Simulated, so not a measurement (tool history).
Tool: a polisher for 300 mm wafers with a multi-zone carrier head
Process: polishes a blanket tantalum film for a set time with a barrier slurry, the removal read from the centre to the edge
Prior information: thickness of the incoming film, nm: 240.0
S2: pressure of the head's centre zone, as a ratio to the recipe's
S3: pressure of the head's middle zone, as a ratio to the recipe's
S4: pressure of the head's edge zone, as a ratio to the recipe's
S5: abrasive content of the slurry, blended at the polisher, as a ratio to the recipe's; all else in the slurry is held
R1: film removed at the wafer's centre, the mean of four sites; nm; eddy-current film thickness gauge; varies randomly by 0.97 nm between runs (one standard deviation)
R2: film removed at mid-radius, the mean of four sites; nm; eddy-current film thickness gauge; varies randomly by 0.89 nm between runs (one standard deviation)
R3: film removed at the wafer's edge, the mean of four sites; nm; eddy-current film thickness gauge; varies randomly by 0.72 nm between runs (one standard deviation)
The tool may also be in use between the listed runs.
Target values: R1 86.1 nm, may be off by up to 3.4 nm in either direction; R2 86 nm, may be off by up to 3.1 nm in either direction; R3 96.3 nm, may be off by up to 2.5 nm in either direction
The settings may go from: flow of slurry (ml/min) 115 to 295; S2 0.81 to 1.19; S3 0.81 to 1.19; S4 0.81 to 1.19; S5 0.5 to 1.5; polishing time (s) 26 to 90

Run 1, hour 0: flow of slurry (ml/min) 190, S2 1, S3 1, S4 1, S5 1, polishing time (s) 58. Result: R1 72.901 nm, R2 70.089 nm, R3 72.332 nm.
Run 2, hour 4.6: flow of slurry (ml/min) 190, S2 0.94, S3 1, S4 1, S5 1, polishing time (s) 58. Result: R1 68.196 nm, R2 71.974 nm, R3 71.86 nm.
Run 3, hour 10.1: flow of slurry (ml/min) 230, S2 0.94, S3 1, S4 1, S5 1, polishing time (s) 58. Result: R1 69.538 nm, R2 74.287 nm, R3 73.343 nm.
Run 4, hour 11.7: flow of slurry (ml/min) 230, S2 0.94, S3 1, S4 1.02, S5 1.05, polishing time (s) 58. Result: R1 71.525 nm, R2 74.081 nm, R3 74.88 nm.
Run 5, hour 17.9: flow of slurry (ml/min) 200, S2 0.94, S3 1, S4 1.02, S5 1.05, polishing time (s) 58. Result: R1 68.931 nm, R2 74.486 nm, R3 75.223 nm.
Run 6, hour 25.6: flow of slurry (ml/min) 200, S2 0.98, S3 1, S4 1.02, S5 1.05, polishing time (s) 58. Result: R1 72.188 nm, R2 73.461 nm, R3 73.783 nm.
Run 7, hour 29.5: flow of slurry (ml/min) 200, S2 0.98, S3 0.99, S4 1.03, S5 1.1, polishing time (s) 59. Result: R1 75.383 nm, R2 75.082 nm, R3 77.033 nm.
Run 8, hour 32.5: flow of slurry (ml/min) 240, S2 0.94, S3 1, S4 1.13, S5 1.35, polishing time (s) 60. Result: R1 80.32 nm, R2 84.081 nm, R3 87.715 nm.
Run 9, hour 37.6: flow of slurry (ml/min) 240, S2 0.94, S3 0.99, S4 1.14, S5 1.35, polishing time (s) 60. Result: R1 77.682 nm, R2 83.092 nm, R3 88.933 nm.

Below are 5 possible settings for the next run. Only one of them brings all results inside the allowed miss of their targets. Which is it?
Run A, hour 42.7: flow of slurry (ml/min) 245, S2 0.84, S3 1.03, S4 1.16, S5 1.35, polishing time (s) 64. Result: R1 ?, R2 ?, R3 ?.
Run B, hour 42.7: flow of slurry (ml/min) 210, S2 0.96, S3 0.95, S4 1.14, S5 1.3, polishing time (s) 66. Result: R1 ?, R2 ?, R3 ?.
Run C, hour 42.7: flow of slurry (ml/min) 255, S2 1, S3 1.02, S4 1.13, S5 1.3, polishing time (s) 61. Result: R1 ?, R2 ?, R3 ?.
Run D, hour 42.7: flow of slurry (ml/min) 260, S2 0.96, S3 1.06, S4 1.05, S5 1.3, polishing time (s) 63. Result: R1 ?, R2 ?, R3 ?.
Run E, hour 42.7: flow of slurry (ml/min) 225, S2 0.85, S3 1.05, S4 1.15, S5 1.5, polishing time (s) 63. Result: R1 ?, R2 ?, R3 ?.

move      R1      R2      R3
   A  74.901  93.795   97.48
   B  85.481  87.602  97.257
   C   84.78  88.204  91.167
   D  84.269  94.369  90.848
   E  75.514  95.083  97.025
A: the worst result of the last run now meets its target, but another is out of spec
B: every result lands within tolerance
C: an improvement on the last run, though not all results are within tolerance
D: an improvement on the last run, though not all results are within tolerance
E: the worst result of the last run now meets its target, but another is out of spec
The right move is B.
